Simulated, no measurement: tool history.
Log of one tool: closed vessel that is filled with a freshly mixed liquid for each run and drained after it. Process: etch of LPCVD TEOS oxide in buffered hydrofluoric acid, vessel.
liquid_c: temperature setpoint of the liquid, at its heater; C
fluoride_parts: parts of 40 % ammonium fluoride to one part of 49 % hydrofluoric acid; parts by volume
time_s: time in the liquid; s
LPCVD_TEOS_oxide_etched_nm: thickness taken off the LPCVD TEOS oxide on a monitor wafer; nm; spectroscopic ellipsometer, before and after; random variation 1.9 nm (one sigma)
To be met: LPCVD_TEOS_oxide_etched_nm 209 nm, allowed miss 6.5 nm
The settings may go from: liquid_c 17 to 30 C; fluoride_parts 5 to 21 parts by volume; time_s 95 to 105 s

run 1 hour=0 | liquid_c=22 fluoride_parts=13 time_s=95 | LPCVD_TEOS_oxide_etched_nm=142.68
run 2 hour=8.9 | liquid_c=19.5 fluoride_parts=13 time_s=95 | LPCVD_TEOS_oxide_etched_nm=125.23
run 3 hour=10.9 | liquid_c=20.5 fluoride_parts=13 time_s=95 | LPCVD_TEOS_oxide_etched_nm=130.61
run 4 hour=18.7 | liquid_c=20.5 fluoride_parts=14.5 time_s=95 | LPCVD_TEOS_oxide_etched_nm=120.77
run 5 hour=22.2 | liquid_c=22 fluoride_parts=14.5 time_s=95 | LPCVD_TEOS_oxide_etched_nm=128.27
run 6 hour=29 | liquid_c=23 fluoride_parts=14.5 time_s=95 | LPCVD_TEOS_oxide_etched_nm=139.44
run 7 hour=34.8 | liquid_c=24 fluoride_parts=14.5 time_s=95 | LPCVD_TEOS_oxide_etched_nm=143.41
run 8 hour=42.6 | liquid_c=24.5 fluoride_parts=14.5 time_s=95 | LPCVD_TEOS_oxide_etched_nm=147.61
run 9 hour=50.2 | liquid_c=28.5 fluoride_parts=13.5 time_s=95 | LPCVD_TEOS_oxide_etched_nm=201.22

4 next moves are on the table. One of them brings every result within its allowed miss. Which?
run A hour=57.8 | liquid_c=30 fluoride_parts=17 time_s=105 | LPCVD_TEOS_oxide_etched_nm=?
run B hour=57.8 | liquid_c=28 fluoride_parts=12.5 time_s=95 | LPCVD_TEOS_oxide_etched_nm=?
run C hour=57.8 | liquid_c=28 fluoride_parts=14 time_s=100 | LPCVD_TEOS_oxide_etched_nm=?
run D hour=57.8 | liquid_c=29.5 fluoride_parts=15.5 time_s=100 | LPCVD_TEOS_oxide_etched_nm=?

move=A LPCVD_TEOS_oxide_etched_nm=186.59
move=B LPCVD_TEOS_oxide_etched_nm=205.27
move=C LPCVD_TEOS_oxide_etched_nm=193.39
move=D LPCVD_TEOS_oxide_etched_nm=189.5
A: further off than the last run
B: meets every target
C: further off than the last run
D: further off than the last run
Answer: B
